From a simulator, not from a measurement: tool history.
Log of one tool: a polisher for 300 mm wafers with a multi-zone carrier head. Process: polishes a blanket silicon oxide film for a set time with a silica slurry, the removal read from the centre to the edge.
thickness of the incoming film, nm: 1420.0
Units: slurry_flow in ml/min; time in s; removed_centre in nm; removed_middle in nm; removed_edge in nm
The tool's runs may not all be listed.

Run 1, hour 0: slurry_flow 155 ml/min, centre_zone 1, middle_zone 1, edge_zone 1, slurry_solids 1, time 65 s. Result: removed_centre 259.91 nm, removed_middle 264.28 nm, removed_edge 261.64 nm.
Run 2, hour 1.1: slurry_flow 155 ml/min, centre_zone 1, middle_zone 1.05, edge_zone 1, slurry_solids 1, time 65 s. Result: removed_centre 264.44 nm, removed_middle 274.31 nm, removed_edge 267.36 nm.
Run 3, hour 8.5: slurry_flow 120 ml/min, centre_zone 1, middle_zone 1.05, edge_zone 1, slurry_solids 1, time 65 s. Result: removed_centre 252.01 nm, removed_middle 265.54 nm, removed_edge 252.18 nm.
Run 4, hour 14.9: slurry_flow 115 ml/min, centre_zone 1, middle_zone 1, edge_zone 1.02, slurry_solids 1, time 65 s. Result: removed_centre 256.07 nm, removed_middle 253.85 nm, removed_edge 260.18 nm.
Run 5, hour 21.8: slurry_flow 115 ml/min, centre_zone 1, middle_zone 1, edge_zone 1.02, slurry_solids 1, time 72 s. Result: removed_centre 275.54 nm, removed_middle 280.4 nm, removed_edge 290.47 nm.
Run 6, hour 24.1: slurry_flow 155 ml/min, centre_zone 1, middle_zone 1, edge_zone 1.02, slurry_solids 1, time 72 s. Result: removed_centre 297.97 nm, removed_middle 297.9 nm, removed_edge 296.51 nm.

Forecast run 7:
At hour 25.5: edge zone pressure recalibrated.
Run 7, hour 25.5: slurry_flow 145 ml/min, centre_zone 0.99, middle_zone 0.95, edge_zone 0.99, slurry_solids 0.95, time 72 s. Result: removed_centre ?, removed_middle ?, removed_edge ?.

Run 7 gave removed_centre 282.68 nm, removed_middle 271.98 nm, removed_edge 272.59 nm.
